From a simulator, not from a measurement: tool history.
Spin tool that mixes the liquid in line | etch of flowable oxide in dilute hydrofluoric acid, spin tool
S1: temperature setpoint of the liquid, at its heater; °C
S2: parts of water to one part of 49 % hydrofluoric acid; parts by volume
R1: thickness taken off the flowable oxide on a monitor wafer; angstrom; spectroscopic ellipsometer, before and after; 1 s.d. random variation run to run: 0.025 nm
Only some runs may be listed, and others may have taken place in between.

run 1 hour=0 | S1=22 S2=145 time_under_the_liquid_(s)=15 | R1=20.825
run 2 hour=6.8 | S1=22 S2=145 time_under_the_liquid_(s)=15 | R1=20.777
run 3 hour=15.8 | S1=22 S2=110 time_under_the_liquid_(s)=15 | R1=28.642
run 4 hour=20.8 | S1=22 S2=130 time_under_the_liquid_(s)=15 | R1=23.547
run 5 hour=22.6 | S1=24.5 S2=125 time_under_the_liquid_(s)=15 | R1=27.052
run 6 hour=23.9 | S1=26 S2=120 time_under_the_liquid_(s)=15 | R1=30.105
run 7 hour=29.6 | S1=27 S2=115 time_under_the_liquid_(s)=15 | R1=33.072
run 8 hour=32.1 | S1=28 S2=115 time_under_the_liquid_(s)=15 | R1=33.93
run 9 hour=38.8 | S1=28.5 S2=115 time_under_the_liquid_(s)=15 | R1=34.601

Estimate the outcome of run 10 from the log above:
run 10 hour=45.8 | S1=29 S2=115 time_under_the_liquid_(s)=15 | R1=?

R1: 34.892 angstrom
